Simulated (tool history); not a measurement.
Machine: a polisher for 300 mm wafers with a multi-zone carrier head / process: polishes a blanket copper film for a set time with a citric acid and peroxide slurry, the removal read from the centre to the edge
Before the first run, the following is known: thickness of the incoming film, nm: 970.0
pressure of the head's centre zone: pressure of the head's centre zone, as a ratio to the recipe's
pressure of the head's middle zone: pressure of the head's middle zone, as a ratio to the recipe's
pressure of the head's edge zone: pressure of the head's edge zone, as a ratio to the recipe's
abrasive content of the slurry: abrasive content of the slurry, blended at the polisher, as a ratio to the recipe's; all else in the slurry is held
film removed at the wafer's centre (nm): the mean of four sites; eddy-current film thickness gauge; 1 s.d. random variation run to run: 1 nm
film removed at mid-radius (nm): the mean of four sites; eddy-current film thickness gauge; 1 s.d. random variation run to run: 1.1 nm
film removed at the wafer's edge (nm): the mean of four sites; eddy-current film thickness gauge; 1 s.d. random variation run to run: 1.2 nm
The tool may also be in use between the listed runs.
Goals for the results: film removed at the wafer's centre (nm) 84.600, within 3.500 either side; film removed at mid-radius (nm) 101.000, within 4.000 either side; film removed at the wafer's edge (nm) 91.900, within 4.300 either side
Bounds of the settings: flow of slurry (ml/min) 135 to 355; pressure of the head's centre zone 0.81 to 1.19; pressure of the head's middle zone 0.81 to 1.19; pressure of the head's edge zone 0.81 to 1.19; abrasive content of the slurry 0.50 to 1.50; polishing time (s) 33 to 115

| run | hour | flow of slurry (ml/min) | pressure of the head's centre zone | pressure of the head's middle zone | pressure of the head's edge zone | abrasive content of the slurry | polishing time (s) | film removed at the wafer's centre (nm) | film removed at mid-radius (nm) | film removed at the wafer's edge (nm) |
|---|---|---|---|---|---|---|---|---|---|---|
| 1 | 0.0 | 225 | 1.00 | 1.00 | 1.00 | 1.00 | 73 | 127.980 | 128.910 | 123.960 |
| 2 | 8.3 | 225 | 0.96 | 1.00 | 1.00 | 1.00 | 73 | 120.020 | 128.220 | 119.960 |
| 3 | 11.3 | 225 | 0.90 | 1.00 | 1.00 | 1.00 | 73 | 112.540 | 126.440 | 122.370 |
| 4 | 13.8 | 260 | 0.90 | 1.00 | 1.00 | 1.00 | 73 | 116.350 | 131.460 | 126.550 |
| 5 | 20.8 | 260 | 0.96 | 1.00 | 1.00 | 1.00 | 73 | 121.240 | 130.290 | 127.820 |
| 6 | 27.0 | 255 | 0.95 | 1.00 | 0.99 | 0.95 | 72 | 118.990 | 127.980 | 122.950 |
| 7 | 32.1 | 250 | 0.94 | 1.00 | 0.98 | 0.90 | 71 | 114.280 | 126.250 | 118.730 |
| 8 | 39.2 | 245 | 0.93 | 0.99 | 0.97 | 0.85 | 70 | 109.110 | 119.110 | 113.870 |
| 9 | 41.1 | 240 | 0.92 | 0.99 | 0.96 | 0.80 | 70 | 107.590 | 117.460 | 108.620 |
| 10 | 48.9 | 235 | 0.91 | 0.99 | 0.96 | 0.80 | 70 | 105.890 | 116.790 | 111.910 |
| 11 | 55.4 | 230 | 0.90 | 0.99 | 0.95 | 0.75 | 70 | 102.660 | 116.210 | 111.470 |

Which single option among these 4 for the next run brings every result within its allowed miss of target? Just one does.
| A | 61.9 | 140 | 0.96 | 1.00 | 1.01 | 1.00 | 62 | ? | ? | ? |
| B | 61.9 | 135 | 0.90 | 0.91 | 0.94 | 0.80 | 64 | ? | ? | ? |
| C | 61.9 | 255 | 0.86 | 0.81 | 1.00 | 0.70 | 66 | ? | ? | ? |
| D | 61.9 | 190 | 0.92 | 1.08 | 1.01 | 0.95 | 56 | ? | ? | ? |

| move | film removed at the wafer's centre (nm) | film removed at mid-radius (nm) | film removed at the wafer's edge (nm) |
|---|---|---|---|
| A | 93.870 | 100.990 | 98.885 |
| B | 85.998 | 91.451 | 93.979 |
| C | 94.067 | 93.892 | 106.080 |
| D | 86.460 | 102.780 | 92.478 |
A: better than the last run, though not everything is in spec
B: corrects the largest miss of the last run, while another result sits out of spec
C: better than the last run, though not everything is in spec
D: meets every target
Move D is the one to make.

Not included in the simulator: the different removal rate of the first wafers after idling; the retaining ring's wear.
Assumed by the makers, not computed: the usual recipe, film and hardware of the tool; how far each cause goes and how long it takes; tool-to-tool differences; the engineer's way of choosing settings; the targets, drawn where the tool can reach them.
